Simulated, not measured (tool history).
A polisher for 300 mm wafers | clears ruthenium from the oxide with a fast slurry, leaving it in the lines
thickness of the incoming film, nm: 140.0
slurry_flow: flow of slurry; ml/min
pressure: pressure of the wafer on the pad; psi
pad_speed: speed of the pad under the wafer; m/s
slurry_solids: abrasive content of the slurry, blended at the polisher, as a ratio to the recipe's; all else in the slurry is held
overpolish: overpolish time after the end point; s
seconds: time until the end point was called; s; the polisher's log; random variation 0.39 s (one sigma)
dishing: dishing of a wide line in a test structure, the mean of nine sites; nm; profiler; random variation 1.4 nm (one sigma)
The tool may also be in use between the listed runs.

| run | hour | slurry_flow | pressure | pad_speed | slurry_solids | overpolish | seconds | dishing |
|---|---|---|---|---|---|---|---|---|
| 1 | 0 | 145 | 2.6 | 0.84 | 1 | 27 | 54.459 | 51.159 |
| 2 | 3.3 | 175 | 2.6 | 0.84 | 1 | 27 | 52.181 | 53.906 |
| 3 | 8.2 | 175 | 2.6 | 0.94 | 1 | 27 | 47.097 | 56.935 |
| 4 | 9.9 | 175 | 2.6 | 0.94 | 1 | 16 | 47.398 | 37.181 |
| 5 | 14.2 | 175 | 2.6 | 0.94 | 0.9 | 16 | 50.126 | 33.119 |
| 6 | 20.7 | 170 | 2.7 | 0.94 | 0.95 | 18 | 45.857 | 39.801 |
| 7 | 24.4 | 170 | 2.7 | 0.94 | 1 | 20 | 45.022 | 46.174 |

The next listed run, before its measurement:
| 8 | 28.4 | 165 | 2.8 | 0.94 | 1.05 | 21 | ? | ? |

seconds: 43.006 s
dishing: 49.462 nm
